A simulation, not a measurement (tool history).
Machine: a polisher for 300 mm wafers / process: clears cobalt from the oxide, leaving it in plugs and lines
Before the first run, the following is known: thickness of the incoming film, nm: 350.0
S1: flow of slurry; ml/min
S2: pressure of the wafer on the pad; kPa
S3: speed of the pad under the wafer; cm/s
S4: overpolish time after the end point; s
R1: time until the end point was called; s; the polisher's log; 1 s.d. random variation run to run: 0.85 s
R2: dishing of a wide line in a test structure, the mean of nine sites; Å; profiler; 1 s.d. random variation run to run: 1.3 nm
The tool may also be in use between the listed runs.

run  hour   S1    S2  S3  S4      R1      R2
  1     0  270  10.3  84  13  112.43  305.17
  2   2.8  270  11.7  84  14  95.923  378.62
  3    10  270  12.4  84  14  91.637  385.24
  4  15.8  300  12.4  84  14  91.544  387.59
  5  16.6  265  12.4  84  14  94.094  391.88
  6  25.5  275  13.8  86  14  82.044  409.99
  7  26.4  275  14.5  88  15  78.459  463.94
  8  31.4  280  15.2  90  15  71.898  490.35
  9  39.5  280  15.2  92  15  71.055   482.2

The next listed run, before its measurement:
 10  43.4  280  15.2  94  15   ?   ?

{"run 10": {"R1": 70.208, "R2": 483.87}}
